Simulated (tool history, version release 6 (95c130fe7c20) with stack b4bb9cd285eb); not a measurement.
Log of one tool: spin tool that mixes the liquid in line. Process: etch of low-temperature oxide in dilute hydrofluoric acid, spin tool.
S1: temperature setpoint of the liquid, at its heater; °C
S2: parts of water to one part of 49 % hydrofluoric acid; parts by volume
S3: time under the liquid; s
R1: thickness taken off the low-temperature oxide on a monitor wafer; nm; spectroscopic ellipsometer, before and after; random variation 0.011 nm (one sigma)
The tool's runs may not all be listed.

run 1 hour=0 | S1=22 S2=170 S3=25 | R1=2.4893
run 2 hour=0.5 | S1=20.5 S2=185 S3=25 | R1=2.1427
run 3 hour=6.9 | S1=17.5 S2=185 S3=25 | R1=1.8766
run 4 hour=11.4 | S1=17.5 S2=195 S3=25 | R1=1.801
run 5 hour=17.6 | S1=17.5 S2=205 S3=25 | R1=1.668
run 6 hour=20.1 | S1=19.5 S2=205 S3=25 | R1=1.8056

The next listed run, before its measurement:
run 7 hour=24 | S1=19 S2=215 S3=25 | R1=?

Run 7 gave R1 1.691 nm.
